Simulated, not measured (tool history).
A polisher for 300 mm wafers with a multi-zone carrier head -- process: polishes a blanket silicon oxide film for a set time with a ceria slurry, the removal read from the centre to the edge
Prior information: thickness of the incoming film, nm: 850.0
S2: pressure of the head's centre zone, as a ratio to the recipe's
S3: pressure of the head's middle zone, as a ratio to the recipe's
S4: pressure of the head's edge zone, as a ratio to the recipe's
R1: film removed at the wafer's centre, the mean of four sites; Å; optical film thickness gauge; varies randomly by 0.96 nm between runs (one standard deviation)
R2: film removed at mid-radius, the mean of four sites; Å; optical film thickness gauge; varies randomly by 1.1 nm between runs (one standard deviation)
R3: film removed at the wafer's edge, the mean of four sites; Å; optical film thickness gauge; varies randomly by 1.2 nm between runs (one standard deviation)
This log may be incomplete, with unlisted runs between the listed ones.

run 1 hour=0 | flow_of_slurry_(ml/min)=135 S2=1 S3=1 S4=1 polishing_time_(s)=34 | R1=1441 R2=1482.5 R3=1421.8
run 2 hour=2.1 | flow_of_slurry_(ml/min)=130 S2=0.98 S3=0.97 S4=0.97 polishing_time_(s)=29 | R1=1163.8 R2=1174.8 R3=1240.2
run 3 hour=3.7 | flow_of_slurry_(ml/min)=130 S2=0.93 S3=0.97 S4=0.97 polishing_time_(s)=29 | R1=1126.2 R2=1203.9 R3=1202.8
run 4 hour=11.2 | flow_of_slurry_(ml/min)=130 S2=0.93 S3=1.04 S4=0.97 polishing_time_(s)=29 | R1=1114.7 R2=1282.9 R3=1239
run 5 hour=13.2 | flow_of_slurry_(ml/min)=150 S2=0.94 S3=1.02 S4=0.92 polishing_time_(s)=25 | R1=1045.3 R2=1115.3 R3=1028
run 6 hour=19.4 | flow_of_slurry_(ml/min)=150 S2=0.92 S3=0.99 S4=0.9 polishing_time_(s)=23 | R1=915.45 R2=985.31 R3=970.41
run 7 hour=22.5 | flow_of_slurry_(ml/min)=155 S2=0.92 S3=0.98 S4=0.88 polishing_time_(s)=22 | R1=903.88 R2=920.7 R3=905.19

What does the tool deliver on the next run?
run 8 hour=29.6 | flow_of_slurry_(ml/min)=120 S2=0.86 S3=0.92 S4=0.81 polishing_time_(s)=21 | R1=? R2=? R3=?

Run 8 measured R1 736.88 Å, R2 819.39 Å, R3 799.7 Å.
